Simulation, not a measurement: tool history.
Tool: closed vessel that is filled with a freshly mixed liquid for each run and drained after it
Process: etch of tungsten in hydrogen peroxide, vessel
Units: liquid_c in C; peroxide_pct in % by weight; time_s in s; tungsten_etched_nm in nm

Run 1, day 0.000: liquid_c 58.0 C, peroxide_pct 16.5 % by weight, time_s 95 s. Result: tungsten_etched_nm 173.10 nm.
Run 2, day 0.067: liquid_c 52.5 C, peroxide_pct 16.5 % by weight, time_s 95 s. Result: tungsten_etched_nm 125.61 nm.
Run 3, day 0.121: liquid_c 55.0 C, peroxide_pct 16.5 % by weight, time_s 95 s. Result: tungsten_etched_nm 145.60 nm.
Run 4, day 0.429: liquid_c 57.0 C, peroxide_pct 16.5 % by weight, time_s 95 s. Result: tungsten_etched_nm 165.47 nm.
Run 5, day 0.512: liquid_c 53.0 C, peroxide_pct 16.5 % by weight, time_s 95 s. Result: tungsten_etched_nm 132.03 nm.
Run 6, day 0.567: liquid_c 53.0 C, peroxide_pct 19.0 % by weight, time_s 95 s. Result: tungsten_etched_nm 138.77 nm.

Forecast run 7:
Run 7, day 0.679: liquid_c 55.0 C, peroxide_pct 19.0 % by weight, time_s 95 s. Result: tungsten_etched_nm ?.

{"run 7": {"tungsten_etched_nm": 154.76}}
